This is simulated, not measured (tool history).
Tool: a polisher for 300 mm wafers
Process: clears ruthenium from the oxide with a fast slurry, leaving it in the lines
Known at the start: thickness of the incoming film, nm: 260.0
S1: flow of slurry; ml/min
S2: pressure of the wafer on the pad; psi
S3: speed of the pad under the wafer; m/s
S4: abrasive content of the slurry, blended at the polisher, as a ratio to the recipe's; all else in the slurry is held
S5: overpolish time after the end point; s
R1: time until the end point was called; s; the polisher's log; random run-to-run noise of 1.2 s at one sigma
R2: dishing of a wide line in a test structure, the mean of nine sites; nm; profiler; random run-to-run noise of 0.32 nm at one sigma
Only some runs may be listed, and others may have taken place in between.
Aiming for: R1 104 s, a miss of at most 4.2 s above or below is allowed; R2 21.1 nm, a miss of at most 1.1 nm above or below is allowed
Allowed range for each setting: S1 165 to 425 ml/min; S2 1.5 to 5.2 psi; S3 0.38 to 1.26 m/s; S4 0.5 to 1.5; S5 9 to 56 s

{"run": 1, "day": 0.0, "S1": 275, "S2": 3.3, "S3": 0.82, "S4": 1, "S5": 29, "R1": 77.372, "R2": 76.158}
{"run": 2, "day": 0.225, "S1": 275, "S2": 3.1, "S3": 0.8, "S4": 1, "S5": 26, "R1": 83.935, "R2": 66.107}
{"run": 3, "day": 0.338, "S1": 275, "S2": 3.1, "S3": 0.9, "S4": 1, "S5": 26, "R1": 74.539, "R2": 73.017}
{"run": 4, "day": 0.425, "S1": 340, "S2": 3.1, "S3": 0.9, "S4": 1, "S5": 26, "R1": 72.823, "R2": 70.561}
{"run": 5, "day": 0.596, "S1": 355, "S2": 2.9, "S3": 0.86, "S4": 1, "S5": 23, "R1": 80.968, "R2": 61.065}
{"run": 6, "day": 0.921, "S1": 365, "S2": 2.9, "S3": 0.84, "S4": 0.9, "S5": 21, "R1": 91.022, "R2": 52.884}
{"run": 7, "day": 1.0, "S1": 375, "S2": 2.7, "S3": 0.84, "S4": 0.95, "S5": 19, "R1": 93.092, "R2": 45.842}
{"run": 8, "day": 1.358, "S1": 385, "S2": 2.5, "S3": 0.82, "S4": 1.05, "S5": 17, "R1": 93.179, "R2": 41.996}
{"run": 9, "day": 1.583, "S1": 425, "S2": 1.5, "S3": 0.6, "S4": 1.3, "S5": 9, "R1": 184.39, "R2": 12.139}

Next run, 5 choices. One meets every target within its allowed miss, the rest don't. Which?
{"run": "A", "day": 1.808, "S1": 425, "S2": 1.5, "S3": 0.38, "S4": 1.2, "S5": 18, "R1": "?", "R2": "?"}
{"run": "B", "day": 1.808, "S1": 415, "S2": 1.5, "S3": 0.46, "S4": 1.25, "S5": 22, "R1": "?", "R2": "?"}
{"run": "C", "day": 1.808, "S1": 425, "S2": 1.5, "S3": 0.5, "S4": 1.2, "S5": 17, "R1": "?", "R2": "?"}
{"run": "D", "day": 1.808, "S1": 415, "S2": 2.2, "S3": 0.72, "S4": 1.4, "S5": 9, "R1": "?", "R2": "?"}
{"run": "E", "day": 1.808, "S1": 415, "S2": 1.5, "S3": 0.5, "S4": 1.15, "S5": 26, "R1": "?", "R2": "?"}

move=A R1=289.67 R2=15.333
move=B R1=237.14 R2=22.448
move=C R1=223.5 R2=18.602
move=D R1=101.76 R2=21.459
move=E R1=229.21 R2=27.089
A: moves away from the targets compared with the last run
B: moves away from the targets compared with the last run
C: moves away from the targets compared with the last run
D: all results land within tolerance of their targets
E: moves away from the targets compared with the last run
Go with D: it meets all targets.

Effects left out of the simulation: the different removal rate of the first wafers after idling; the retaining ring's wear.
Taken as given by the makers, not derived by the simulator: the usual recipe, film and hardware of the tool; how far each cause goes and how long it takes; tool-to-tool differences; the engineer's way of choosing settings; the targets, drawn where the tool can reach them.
